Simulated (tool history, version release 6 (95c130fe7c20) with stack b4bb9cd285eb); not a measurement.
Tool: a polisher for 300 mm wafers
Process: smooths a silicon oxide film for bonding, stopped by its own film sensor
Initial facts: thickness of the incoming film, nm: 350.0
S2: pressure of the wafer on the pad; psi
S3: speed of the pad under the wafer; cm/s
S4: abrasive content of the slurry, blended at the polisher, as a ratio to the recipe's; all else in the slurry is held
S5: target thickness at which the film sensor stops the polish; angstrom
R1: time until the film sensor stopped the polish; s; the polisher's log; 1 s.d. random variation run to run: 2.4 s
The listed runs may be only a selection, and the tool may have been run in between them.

run 1 hour=0.0 | flow_of_slurry_(ml/min)=200 S2=1.4 S3=78 S4=1.0 S5=2710 | R1=179.24
run 2 hour=7.8 | flow_of_slurry_(ml/min)=200 S2=1.5 S3=78 S4=1.0 S5=2710 | R1=160.45
run 3 hour=13.4 | flow_of_slurry_(ml/min)=200 S2=1.3 S3=78 S4=1.0 S5=2710 | R1=187.64
run 4 hour=18.9 | flow_of_slurry_(ml/min)=200 S2=1.0 S3=78 S4=1.0 S5=2710 | R1=240.06
run 5 hour=20.9 | flow_of_slurry_(ml/min)=200 S2=1.4 S3=78 S4=1.0 S5=2710 | R1=170.87
run 6 hour=23.5 | flow_of_slurry_(ml/min)=200 S2=1.4 S3=78 S4=1.0 S5=2670 | R1=188.97

Forecast run 7:
run 7 hour=25.3 | flow_of_slurry_(ml/min)=200 S2=1.5 S3=78 S4=1.0 S5=2670 | R1=?

Logged for run 7: R1 177.65 s.
